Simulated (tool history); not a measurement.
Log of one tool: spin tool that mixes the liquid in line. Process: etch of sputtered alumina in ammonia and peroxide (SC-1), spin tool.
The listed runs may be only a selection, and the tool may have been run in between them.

run,hour,temperature setpoint of the liquid (C),parts of 29 % ammonia solution to one part of 30 % peroxide (parts by volume),time under the liquid (s),thickness taken off the sputtered alumina on a monitor wafer (angstrom)
1,0.0,60.0,0.95,200,167.91
2,4.7,60.0,0.75,200,163.31
3,6.8,54.0,0.75,200,120.45
4,9.4,51.0,0.75,200,103.01
5,16.8,53.5,0.75,200,115.60
6,20.6,53.5,0.75,210,123.22

Run 7 is up next; what results do you expect?
7,28.2,57.5,0.75,210,?

{"run 7": {"thickness taken off the sputtered alumina on a monitor wafer (angstrom)": 150.07}}
